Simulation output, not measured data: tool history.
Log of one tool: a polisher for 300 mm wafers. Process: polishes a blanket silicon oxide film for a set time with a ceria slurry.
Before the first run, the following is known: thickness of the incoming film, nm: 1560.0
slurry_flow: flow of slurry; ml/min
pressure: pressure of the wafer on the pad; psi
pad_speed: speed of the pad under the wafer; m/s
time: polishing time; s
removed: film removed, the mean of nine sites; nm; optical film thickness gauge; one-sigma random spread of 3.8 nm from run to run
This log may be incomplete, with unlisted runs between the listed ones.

run,hour,slurry_flow,pressure,pad_speed,time,removed
1,0.0,315,3.6,1.12,111,651.53
2,7.0,310,3.6,1.12,111,643.63
3,8.7,310,3.6,0.90,111,522.16
4,15.0,310,4.2,0.90,111,598.27
5,18.2,310,4.2,1.04,111,689.18
6,23.8,310,4.2,1.30,111,860.63
# hour 25.4: worn pad replaced by a new one
7,25.4,300,3.8,1.30,111,872.65
8,29.6,385,2.8,1.16,111,598.36
9,32.7,400,2.8,1.16,111,601.31

For run 10, what comes out?
10,41.7,415,2.8,1.16,111,?

removed: 602.53 nm
